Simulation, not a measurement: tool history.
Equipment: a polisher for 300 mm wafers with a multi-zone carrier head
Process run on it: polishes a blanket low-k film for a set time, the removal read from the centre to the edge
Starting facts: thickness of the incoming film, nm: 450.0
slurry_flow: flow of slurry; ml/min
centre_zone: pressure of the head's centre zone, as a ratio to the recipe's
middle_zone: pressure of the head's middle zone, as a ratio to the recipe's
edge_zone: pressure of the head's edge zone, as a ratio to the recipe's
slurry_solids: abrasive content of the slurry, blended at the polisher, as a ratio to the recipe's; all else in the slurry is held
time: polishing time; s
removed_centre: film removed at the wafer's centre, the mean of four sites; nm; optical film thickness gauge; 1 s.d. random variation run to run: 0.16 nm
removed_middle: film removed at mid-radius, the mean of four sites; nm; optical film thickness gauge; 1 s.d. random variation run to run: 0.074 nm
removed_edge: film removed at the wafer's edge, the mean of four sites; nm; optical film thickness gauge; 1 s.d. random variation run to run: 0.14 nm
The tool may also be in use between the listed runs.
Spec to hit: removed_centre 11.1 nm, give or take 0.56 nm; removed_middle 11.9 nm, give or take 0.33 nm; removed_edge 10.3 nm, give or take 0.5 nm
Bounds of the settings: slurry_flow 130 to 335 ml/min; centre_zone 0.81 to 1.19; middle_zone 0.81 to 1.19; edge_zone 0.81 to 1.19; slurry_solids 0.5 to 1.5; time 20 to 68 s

run  hour  slurry_flow  centre_zone  middle_zone  edge_zone  slurry_solids  time  removed_centre  removed_middle  removed_edge
  1     0          215            1            1          1              1    44          16.302          16.788        15.984
  2   4.4          215            1            1       0.97            0.9    43          15.186          15.988        14.684
  3   7.1          215            1         0.99       0.95           0.85    42          14.737          15.039        13.912
  4  12.7          215            1         0.99          1           0.85    42          14.744          14.973        14.298
  5  15.1          215            1         0.99       0.92           0.85    42          14.663          15.054            14
  6    20          215            1            1       0.91            0.8    41          14.226          14.466         13.29
  7  22.1          215         0.99         1.01        0.9           0.75    40          13.162          13.901        12.488
  8  30.2          215         0.99         1.01       0.89            0.7    40           12.86          13.401        12.148
  9    39          205         0.97         1.05       0.81            0.5    38          10.479          11.542        9.6491
 10  41.8          210         0.97         1.05       0.82            0.5    38          10.465          11.538        9.5941
 11  49.1          215         0.97         1.05       0.83            0.5    38           10.44          11.626          9.64

Which of these 4 next moves meets every target?
  A  56.4          205            1         0.93       0.86            0.6    37               ?               ?             ?
  B  56.4          195         0.87         0.95       0.86            0.5    41               ?               ?             ?
  C  56.4          215         0.95         1.01       0.81           0.55    39               ?               ?             ?
  D  56.4          265         1.06         1.03       0.81           0.65    33               ?               ?             ?

move  removed_centre  removed_middle  removed_edge
   A          11.323          10.892        10.298
   B          10.385          11.335        10.563
   C          11.157          11.864        10.254
   D          11.315          11.147        9.4378
A: puts the biggest miss on target and leaves a different result outside tolerance
B: puts the biggest miss on target and leaves a different result outside tolerance
C: every result lands within tolerance
D: further off than the last run
Answer: C
